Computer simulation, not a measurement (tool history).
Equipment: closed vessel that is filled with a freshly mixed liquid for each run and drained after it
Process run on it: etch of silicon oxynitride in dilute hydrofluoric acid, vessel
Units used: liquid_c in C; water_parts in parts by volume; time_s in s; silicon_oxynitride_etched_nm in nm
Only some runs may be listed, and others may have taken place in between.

run  hour  liquid_c  water_parts  time_s  silicon_oxynitride_etched_nm
  1     0        24          180     310                        4.8901
  2   4.8        25          170     310                         5.428
  3   6.9        25          205     310                        4.4283
  4  13.4        26          195     310                        4.9396
  5  16.9        26          195     310                        4.9186
  6  24.9        27          185     310                        5.4133
  7  33.9      27.5          175     310                        5.9126
  8  39.5        28          170     310                        6.1778
  9  46.5      28.5          165     310                        6.6303
 10  53.2        29          160     310                        6.9775

What does the tool deliver on the next run?
     55.8  -- thermometer replaced
 11  55.8      29.5          155     310                             ?

Run 11 produced silicon_oxynitride_etched_nm 8.2109 nm.
